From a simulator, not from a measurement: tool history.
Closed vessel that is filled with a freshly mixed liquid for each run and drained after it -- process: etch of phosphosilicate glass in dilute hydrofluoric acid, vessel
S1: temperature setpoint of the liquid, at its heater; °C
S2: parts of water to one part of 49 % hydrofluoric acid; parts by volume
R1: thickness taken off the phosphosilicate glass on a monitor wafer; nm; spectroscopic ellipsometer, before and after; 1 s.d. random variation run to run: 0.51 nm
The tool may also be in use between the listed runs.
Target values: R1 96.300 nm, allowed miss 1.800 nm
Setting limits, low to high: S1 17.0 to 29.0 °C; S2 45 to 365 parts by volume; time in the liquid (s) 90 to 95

Run 1, hour 0.0: S1 21.0 °C, S2 205 parts by volume, time in the liquid (s) 90. Result: R1 61.516 nm.
Run 2, hour 8.1: S1 21.0 °C, S2 165 parts by volume, time in the liquid (s) 90. Result: R1 80.515 nm.
Run 3, hour 9.6: S1 22.0 °C, S2 165 parts by volume, time in the liquid (s) 90. Result: R1 82.923 nm.
Run 4, hour 17.9: S1 23.5 °C, S2 165 parts by volume, time in the liquid (s) 90. Result: R1 88.078 nm.
Run 5, hour 25.3: S1 24.0 °C, S2 165 parts by volume, time in the liquid (s) 90. Result: R1 90.126 nm.
Run 6, hour 29.3: S1 24.0 °C, S2 125 parts by volume, time in the liquid (s) 90. Result: R1 123.440 nm.
Run 7, hour 37.2: S1 22.5 °C, S2 125 parts by volume, time in the liquid (s) 90. Result: R1 116.390 nm.
Run 8, hour 46.4: S1 22.5 °C, S2 125 parts by volume, time in the liquid (s) 90. Result: R1 117.100 nm.
Run 9, hour 51.9: S1 21.0 °C, S2 125 parts by volume, time in the liquid (s) 90. Result: R1 110.540 nm.
Run 10, hour 60.5: S1 20.0 °C, S2 125 parts by volume, time in the liquid (s) 90. Result: R1 104.790 nm.
Run 11, hour 67.1: S1 19.5 °C, S2 125 parts by volume, time in the liquid (s) 90. Result: R1 103.280 nm.
At hour 71.0: hydrofluoric acid flow meter replaced.
Run 12, hour 71.0: S1 17.5 °C, S2 125 parts by volume, time in the liquid (s) 90. Result: R1 100.690 nm.

Pick the move, out of 5, that brings all results within their allowed miss; only one does.
Run A, hour 74.9: S1 18.5 °C, S2 130 parts by volume, time in the liquid (s) 90. Result: R1 ?.
Run B, hour 74.9: S1 17.0 °C, S2 120 parts by volume, time in the liquid (s) 90. Result: R1 ?.
Run C, hour 74.9: S1 18.0 °C, S2 135 parts by volume, time in the liquid (s) 95. Result: R1 ?.
Run D, hour 74.9: S1 18.5 °C, S2 135 parts by volume, time in the liquid (s) 90. Result: R1 ?.
Run E, hour 74.9: S1 23.5 °C, S2 155 parts by volume, time in the liquid (s) 90. Result: R1 ?.

move       R1
   A  100.780
   B  103.670
   C   99.851
   D   96.547
   E  100.290
A: no better and no worse than the last run
B: further off than the last run
C: gains on the last run, yet a result remains outside its allowed miss
D: all results land within tolerance of their targets
E: gains on the last run, yet a result remains outside its allowed miss
The right move is D.
